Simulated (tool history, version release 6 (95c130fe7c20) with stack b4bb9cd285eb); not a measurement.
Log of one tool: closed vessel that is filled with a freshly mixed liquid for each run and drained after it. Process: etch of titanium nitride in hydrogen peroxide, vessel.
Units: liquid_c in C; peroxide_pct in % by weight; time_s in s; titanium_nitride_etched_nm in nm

run,hour,liquid_c,peroxide_pct,time_s,titanium_nitride_etched_nm
1,0,54,21.5,185,12.415
2,1.5,59.5,21.5,185,17.972
3,7.3,57.5,21.5,185,15.737
4,16.5,57.5,19,185,15.426
5,18.8,54,19,185,12.062
6,27,52.5,19,185,10.936
7,28.5,51,19,185,10.001
8,36.5,50,19,185,9.0742
9,40.7,49,19,185,8.6
10,47.6,48,19,185,7.8808

The next listed run, before its measurement:
11,51.3,40,18.5,185,?

Run 11 gave titanium_nitride_etched_nm 4.346 nm.

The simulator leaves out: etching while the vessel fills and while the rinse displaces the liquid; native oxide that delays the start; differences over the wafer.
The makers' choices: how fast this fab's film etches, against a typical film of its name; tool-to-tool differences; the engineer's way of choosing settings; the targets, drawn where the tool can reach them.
